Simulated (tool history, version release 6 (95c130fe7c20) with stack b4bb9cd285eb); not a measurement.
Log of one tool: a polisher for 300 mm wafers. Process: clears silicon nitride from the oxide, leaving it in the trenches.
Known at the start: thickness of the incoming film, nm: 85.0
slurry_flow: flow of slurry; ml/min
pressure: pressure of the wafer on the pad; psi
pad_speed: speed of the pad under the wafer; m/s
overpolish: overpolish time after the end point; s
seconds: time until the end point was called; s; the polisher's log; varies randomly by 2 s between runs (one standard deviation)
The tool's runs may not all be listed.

run,hour,slurry_flow,pressure,pad_speed,overpolish,seconds
1,0,290,2.4,1,12,100
2,9,290,2.4,1,12,100.19
3,12.1,290,2.8,1,12,85.119
4,14.4,290,2.6,0.98,12,95.416
5,22.1,260,2.6,0.98,12,96.031
6,23.6,260,2.6,1.2,12,80.414

What will run 7 give?
7,26.1,260,2.3,1.18,12,?

seconds: 90.159 s

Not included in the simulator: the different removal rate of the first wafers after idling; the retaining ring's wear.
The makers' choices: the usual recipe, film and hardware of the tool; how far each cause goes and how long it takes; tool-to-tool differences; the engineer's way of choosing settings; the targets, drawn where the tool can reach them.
